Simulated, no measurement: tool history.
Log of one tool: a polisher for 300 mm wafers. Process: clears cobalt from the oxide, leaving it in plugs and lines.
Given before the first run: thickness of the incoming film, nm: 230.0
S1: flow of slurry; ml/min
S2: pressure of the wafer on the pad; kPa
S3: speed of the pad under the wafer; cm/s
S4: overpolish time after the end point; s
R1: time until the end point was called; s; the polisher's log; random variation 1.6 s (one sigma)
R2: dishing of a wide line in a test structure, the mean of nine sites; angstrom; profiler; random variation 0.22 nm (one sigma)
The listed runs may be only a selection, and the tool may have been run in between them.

run,day,S1,S2,S3,S4,R1,R2
1,0,250,16.5,82,11,47.28,188.19
2,0.104,250,19.3,82,11,39.317,193
3,0.404,250,19.3,82,7,40.704,172.4
4,0.683,220,19.3,82,7,40.718,167.09
5,1.054,220,19.3,70,7,45.294,165.31
6,1.192,220,22.8,70,7,39.082,176.41
7,1.483,215,18.6,48,13,61.829,182.06

Predict the results of run 8:
8,1.558,215,17.2,46,14,?,?

{"run 8": {"R1": 66.559, "R2": 182.36}}

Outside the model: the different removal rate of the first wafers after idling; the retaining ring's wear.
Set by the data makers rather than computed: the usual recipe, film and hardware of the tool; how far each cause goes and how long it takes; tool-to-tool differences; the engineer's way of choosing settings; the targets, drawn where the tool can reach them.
